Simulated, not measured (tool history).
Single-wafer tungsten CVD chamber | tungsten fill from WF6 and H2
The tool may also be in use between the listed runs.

run  hour  heater temperature setpoint (°C)  chamber pressure (Pa)  deposition time (s)  mean film thickness on the monitor wafer (angstrom)
  1     0                               395                   6186                  9.7                                               325.41
  2   5.4                               405                   6186                  9.7                                               387.72
  3  10.1                               405                   7119                  9.7                                               420.29
  4  11.9                               400                   7079                  9.7                                               378.98
  5  15.4                               397                   7039                  9.7                                               355.39
  6  20.4                               397                   6293                  9.7                                               341.58
  7  22.6                               395                   6266                  9.7                                                327.4
  8  25.2                               393                   6239                  9.7                                               312.38
  9  33.9                               391                   6226                  9.7                                               300.26

Forecast run 10:
 10  35.1                               390                   6213                  9.7                                                    ?

{"run 10": {"mean film thickness on the monitor wafer (angstrom)": 294.27}}
